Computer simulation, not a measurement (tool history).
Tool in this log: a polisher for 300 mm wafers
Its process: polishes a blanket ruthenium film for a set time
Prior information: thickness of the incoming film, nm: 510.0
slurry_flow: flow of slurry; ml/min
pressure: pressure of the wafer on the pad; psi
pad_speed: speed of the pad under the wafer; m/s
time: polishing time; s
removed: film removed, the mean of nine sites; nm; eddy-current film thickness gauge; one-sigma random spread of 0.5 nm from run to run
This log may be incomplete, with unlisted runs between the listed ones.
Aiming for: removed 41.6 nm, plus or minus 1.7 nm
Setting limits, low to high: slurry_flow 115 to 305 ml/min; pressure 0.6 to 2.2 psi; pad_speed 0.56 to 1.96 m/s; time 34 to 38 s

run 1 hour=0 | slurry_flow=195 pressure=1.4 pad_speed=1.26 time=38 | removed=35.292
run 2 hour=2.4 | slurry_flow=195 pressure=1.4 pad_speed=1.26 time=38 | removed=35.302
run 3 hour=8.5 | slurry_flow=195 pressure=1.5 pad_speed=1.26 time=38 | removed=37.748
run 4 hour=11.7 | slurry_flow=200 pressure=1.6 pad_speed=1.26 time=38 | removed=39.102
run 5 hour=14.6 | slurry_flow=150 pressure=1.6 pad_speed=1.26 time=38 | removed=37.152
run 6 hour=16.3 | slurry_flow=160 pressure=1.6 pad_speed=1.26 time=38 | removed=37.472
run 7 hour=19.4 | slurry_flow=160 pressure=1.6 pad_speed=1.26 time=38 | removed=37.153
run 8 hour=24 | slurry_flow=170 pressure=1.6 pad_speed=1.26 time=38 | removed=38.678
run 9 hour=29 | slurry_flow=175 pressure=1.6 pad_speed=1.26 time=38 | removed=38.138
run 10 hour=36.5 | slurry_flow=180 pressure=1.6 pad_speed=1.26 time=38 | removed=38.55

Which single option among these 5 for the next run brings every result within its allowed miss of target? Just one does.
run A hour=44 | slurry_flow=195 pressure=1.4 pad_speed=1.48 time=38 | removed=?
run B hour=44 | slurry_flow=175 pressure=1.4 pad_speed=1.48 time=36 | removed=?
run C hour=44 | slurry_flow=115 pressure=1.9 pad_speed=1.22 time=34 | removed=?
run D hour=44 | slurry_flow=190 pressure=1.6 pad_speed=1.24 time=38 | removed=?
run E hour=44 | slurry_flow=230 pressure=1.9 pad_speed=1.2 time=34 | removed=?

move=A removed=41.88
move=B removed=39.056
move=C removed=35.562
move=D removed=38.785
move=E removed=39.32
A: every result within its allowed miss
B: closes in on the targets versus the last run, not all within tolerance yet
C: misses by more than the last run did
D: closes in on the targets versus the last run, not all within tolerance yet
E: closes in on the targets versus the last run, not all within tolerance yet
Correct choice: A, which meets every target

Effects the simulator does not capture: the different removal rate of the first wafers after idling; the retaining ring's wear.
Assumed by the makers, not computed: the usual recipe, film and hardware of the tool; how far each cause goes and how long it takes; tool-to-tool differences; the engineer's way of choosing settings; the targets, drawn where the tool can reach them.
